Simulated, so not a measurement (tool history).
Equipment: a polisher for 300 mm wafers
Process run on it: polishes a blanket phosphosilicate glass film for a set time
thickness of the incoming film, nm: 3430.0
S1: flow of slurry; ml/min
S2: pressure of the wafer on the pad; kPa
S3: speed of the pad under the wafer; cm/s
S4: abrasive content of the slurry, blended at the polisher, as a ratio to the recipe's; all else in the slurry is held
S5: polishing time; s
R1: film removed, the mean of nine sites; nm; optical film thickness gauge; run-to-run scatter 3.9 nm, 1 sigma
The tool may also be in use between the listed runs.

| run | hour | S1 | S2 | S3 | S4 | S5 | R1 |
|---|---|---|---|---|---|---|---|
| 1 | 0.0 | 200 | 22.1 | 82 | 1.00 | 50 | 343.26 |
| 2 | 1.6 | 200 | 24.1 | 82 | 1.00 | 50 | 378.47 |
| 3 | 10.6 | 200 | 24.1 | 82 | 0.85 | 50 | 343.01 |
| 4 | 18.8 | 200 | 23.4 | 82 | 0.85 | 50 | 329.97 |
| 5 | 23.4 | 150 | 23.4 | 82 | 0.85 | 50 | 311.55 |
| 6 | 32.0 | 150 | 22.8 | 82 | 0.85 | 50 | 305.81 |
| 7 | 37.9 | 150 | 22.8 | 82 | 0.85 | 50 | 306.44 |
| 8 | 45.9 | 150 | 22.1 | 82 | 0.85 | 50 | 296.84 |
| 9 | 49.9 | 150 | 21.4 | 82 | 0.85 | 50 | 293.58 |

Run 10 has not been measured yet. What should we expect?
| 10 | 57.3 | 150 | 20.7 | 82 | 0.85 | 50 | ? |

Run 10 yielded R1 284.45 nm.

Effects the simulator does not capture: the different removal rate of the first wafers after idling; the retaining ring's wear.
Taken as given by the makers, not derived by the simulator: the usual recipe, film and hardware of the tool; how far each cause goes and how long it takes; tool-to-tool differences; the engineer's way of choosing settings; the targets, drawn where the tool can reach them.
